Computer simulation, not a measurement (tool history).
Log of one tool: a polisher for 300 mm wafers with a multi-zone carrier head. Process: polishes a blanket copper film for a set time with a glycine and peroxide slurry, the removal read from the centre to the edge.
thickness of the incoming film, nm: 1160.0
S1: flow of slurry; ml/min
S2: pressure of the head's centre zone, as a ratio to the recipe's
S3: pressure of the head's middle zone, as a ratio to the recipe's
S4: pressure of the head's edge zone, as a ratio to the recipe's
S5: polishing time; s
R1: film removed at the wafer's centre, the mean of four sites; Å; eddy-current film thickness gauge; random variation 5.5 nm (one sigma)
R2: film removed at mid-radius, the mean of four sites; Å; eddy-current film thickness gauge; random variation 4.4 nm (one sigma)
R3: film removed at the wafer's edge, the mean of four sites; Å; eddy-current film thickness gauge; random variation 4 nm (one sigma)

Run 1, hour 0.0: S1 290 ml/min, S2 1.00, S3 1.00, S4 1.00, S5 82 s. Result: R1 3640.3 Å, R2 3764.6 Å, R3 3727.7 Å.
Run 2, hour 8.7: S1 290 ml/min, S2 1.00, S3 1.05, S4 1.00, S5 82 s. Result: R1 3748.6 Å, R2 3889.9 Å, R3 3639.6 Å.
Run 3, hour 11.2: S1 295 ml/min, S2 1.03, S3 1.03, S4 1.04, S5 85 s. Result: R1 3853.2 Å, R2 4077.4 Å, R3 3990.3 Å.
Run 4, hour 16.7: S1 295 ml/min, S2 1.03, S3 1.03, S4 1.00, S5 85 s. Result: R1 3907.5 Å, R2 3960.6 Å, R3 3833.5 Å.
Run 5, hour 20.8: S1 295 ml/min, S2 1.08, S3 1.03, S4 1.00, S5 85 s. Result: R1 3979.7 Å, R2 3966.5 Å, R3 3868.4 Å.
Run 6, hour 25.0: S1 325 ml/min, S2 1.08, S3 1.03, S4 1.00, S5 85 s. Result: R1 4165.1 Å, R2 3977.1 Å, R3 3880.2 Å.
Run 7, hour 30.6: S1 340 ml/min, S2 1.10, S3 1.02, S4 1.03, S5 86 s. Result: R1 4211.6 Å, R2 4169.0 Å, R3 3930.3 Å.

Run 8 comes next. What will it give?
Run 8, hour 36.4: S1 330 ml/min, S2 1.12, S3 0.99, S4 1.03, S5 89 s. Result: R1 ?, R2 ?, R3 ?.

Run 8 gave R1 4371.2 Å, R2 4103.2 Å, R3 4101.6 Å.
